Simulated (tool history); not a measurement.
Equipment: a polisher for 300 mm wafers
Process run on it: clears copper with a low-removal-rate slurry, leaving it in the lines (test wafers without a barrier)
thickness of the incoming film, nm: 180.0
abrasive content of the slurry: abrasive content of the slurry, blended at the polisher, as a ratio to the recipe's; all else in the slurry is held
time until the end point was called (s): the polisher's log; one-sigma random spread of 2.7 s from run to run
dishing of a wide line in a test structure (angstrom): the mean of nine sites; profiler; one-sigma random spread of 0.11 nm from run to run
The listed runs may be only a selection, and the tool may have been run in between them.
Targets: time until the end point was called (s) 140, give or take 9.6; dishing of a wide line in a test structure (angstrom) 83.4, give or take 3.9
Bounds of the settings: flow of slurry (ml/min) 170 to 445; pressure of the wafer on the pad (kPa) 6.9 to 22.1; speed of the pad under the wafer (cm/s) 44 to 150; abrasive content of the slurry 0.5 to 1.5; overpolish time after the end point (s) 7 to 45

run,day,flow of slurry (ml/min),pressure of the wafer on the pad (kPa),speed of the pad under the wafer (cm/s),abrasive content of the slurry,overpolish time after the end point (s),time until the end point was called (s),dishing of a wide line in a test structure (angstrom)
1,0,285,14.5,96,1,23,84.17,245.51
2,0.212,285,13.1,86,1,18,101.65,171.63
3,0.512,290,12.4,82,1,15,115.71,132.35
4,0.662,290,11,82,1,15,126.02,119.7
5,0.854,290,11,82,1,11,129.8,92.704
6,1.204,290,11,82,1,7,124.43,60.105
7,1.267,290,11,78,1,8,131.3,64.411
8,1.308,290,10.3,80,1,9,137.4,70.229
9,1.462,290,10.3,80,1,10,136.01,78.145

Which of these 5 next moves meets every target?
A,1.617,320,9,86,1.3,11,?,?
B,1.617,245,9,88,1.05,10,?,?
C,1.617,310,11.7,68,1.05,9,?,?
D,1.617,265,10.3,92,1.1,9,?,?
E,1.617,300,12.4,60,1.15,10,?,?

move,time until the end point was called (s),dishing of a wide line in a test structure (angstrom)
A,135.83,85.225
B,144.01,73.876
C,139.17,69.351
D,117.85,80.901
E,145.63,73.43
A: all results land within tolerance of their targets
B: the biggest miss grows against the last run
C: the biggest miss grows against the last run
D: puts the biggest miss on target and leaves a different result outside tolerance
E: the biggest miss grows against the last run
A meets every target.
